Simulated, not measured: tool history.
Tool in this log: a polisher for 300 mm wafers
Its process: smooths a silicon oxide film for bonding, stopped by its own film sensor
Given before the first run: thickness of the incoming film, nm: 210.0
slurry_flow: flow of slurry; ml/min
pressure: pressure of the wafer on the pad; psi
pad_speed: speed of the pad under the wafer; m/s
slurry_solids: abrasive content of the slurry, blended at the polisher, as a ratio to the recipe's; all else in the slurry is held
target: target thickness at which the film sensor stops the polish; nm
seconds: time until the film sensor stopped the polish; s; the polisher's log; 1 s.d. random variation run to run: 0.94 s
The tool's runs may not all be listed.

run  hour  slurry_flow  pressure  pad_speed  slurry_solids  target  seconds
  1     0          265       2.7       0.96              1     177   34.251
  2     4          265       2.7       0.96              1     175   35.306
  3   6.6          265       2.3       0.86              1     175   44.677
  4   7.6          265         2       0.78              1     175   57.285
  5  12.4          265         2       0.78              1     177   51.913
  6  20.9          265       1.8       0.74              1     177   62.061
  7  23.7          265       1.7       0.74              1     177   66.068

What will run 8 give?
  8  29.6          265       1.6       0.74              1     177        ?

{"run 8": {"seconds": 68.744}}

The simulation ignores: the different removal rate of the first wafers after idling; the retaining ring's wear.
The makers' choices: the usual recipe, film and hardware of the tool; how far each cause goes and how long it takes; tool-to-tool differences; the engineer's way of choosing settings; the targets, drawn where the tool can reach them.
